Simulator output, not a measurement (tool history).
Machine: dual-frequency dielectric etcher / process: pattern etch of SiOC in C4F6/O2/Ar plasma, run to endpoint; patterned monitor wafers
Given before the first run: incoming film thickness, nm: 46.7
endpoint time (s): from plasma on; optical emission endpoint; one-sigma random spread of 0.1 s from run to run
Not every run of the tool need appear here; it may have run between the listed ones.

Run 1, hour 0: bias power (kW) 0.347, source power (kW) 0.38. Result: endpoint time (s) 19.459.
Run 2, hour 8: bias power (kW) 0.347, source power (kW) 0.31. Result: endpoint time (s) 20.756.
Run 3, hour 15.2: bias power (kW) 0.305, source power (kW) 0.31. Result: endpoint time (s) 21.5.
Run 4, hour 23: bias power (kW) 0.356, source power (kW) 0.31. Result: endpoint time (s) 20.261.
Run 5, hour 24.6: bias power (kW) 0.379, source power (kW) 0.32. Result: endpoint time (s) 19.673.
Run 6, hour 32.7: bias power (kW) 0.405, source power (kW) 0.32. Result: endpoint time (s) 19.151.
Run 7, hour 34: bias power (kW) 0.419, source power (kW) 0.33. Result: endpoint time (s) 18.598.
Run 8, hour 38.1: bias power (kW) 0.419, source power (kW) 0.33. Result: endpoint time (s) 18.605.

Run 9 comes next. What will it give?
Run 9, hour 41.8: bias power (kW) 0.431, source power (kW) 0.34. Result: endpoint time (s) ?.

endpoint time (s): 18.438
